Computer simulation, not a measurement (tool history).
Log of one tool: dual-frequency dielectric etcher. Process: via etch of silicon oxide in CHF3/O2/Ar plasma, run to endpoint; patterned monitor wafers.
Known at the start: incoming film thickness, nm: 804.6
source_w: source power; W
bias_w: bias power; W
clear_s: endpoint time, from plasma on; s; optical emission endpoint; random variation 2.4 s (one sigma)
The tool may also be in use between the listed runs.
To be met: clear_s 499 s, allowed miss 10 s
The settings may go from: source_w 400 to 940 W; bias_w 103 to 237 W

run 1 hour=0 | source_w=670 bias_w=170 | clear_s=412.5
run 2 hour=0.7 | source_w=670 bias_w=195 | clear_s=401.61
run 3 hour=1.9 | source_w=590 bias_w=180 | clear_s=434.81
run 4 hour=10.4 | source_w=540 bias_w=180 | clear_s=460.74
run 5 hour=12 | source_w=520 bias_w=179 | clear_s=473.16
run 6 hour=18.4 | source_w=500 bias_w=178 | clear_s=483.56
run 7 hour=23.9 | source_w=450 bias_w=176 | clear_s=516.02
run 8 hour=29.6 | source_w=460 bias_w=176 | clear_s=510.81

Which of these 5 next moves meets every target?
run A hour=35.3 | source_w=430 bias_w=179 | clear_s=?
run B hour=35.3 | source_w=490 bias_w=157 | clear_s=?
run C hour=35.3 | source_w=530 bias_w=182 | clear_s=?
run D hour=35.3 | source_w=440 bias_w=173 | clear_s=?
run E hour=35.3 | source_w=450 bias_w=170 | clear_s=?

move=A clear_s=530.34
move=B clear_s=498.38
move=C clear_s=462.96
move=D clear_s=525.41
move=E clear_s=519.23
A: further off than the last run
B: meets every target
C: takes the result that was furthest off past its target
D: further off than the last run
E: further off than the last run
Move B is the one to make.
